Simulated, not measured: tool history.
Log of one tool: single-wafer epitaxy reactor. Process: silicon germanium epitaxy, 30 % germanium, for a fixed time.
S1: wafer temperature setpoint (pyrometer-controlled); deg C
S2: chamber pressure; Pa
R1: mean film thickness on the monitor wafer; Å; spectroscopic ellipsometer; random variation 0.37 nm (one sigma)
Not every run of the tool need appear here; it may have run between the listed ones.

run  hour   S1    S2      R1
  1   0.0  590  3053  502.55
  2   4.0  600  3053  619.88
  3   5.4  601  3053  640.79
  4   9.2  594  3053  553.31
  5  17.0  594  3400  580.59
  6  18.8  596  3400  602.86
  7  20.4  598  3400  634.06

Run 8 is up next; what results do you expect?
  8  29.4  599  3400   ?

Run 8 came out at R1 643.58 Å.
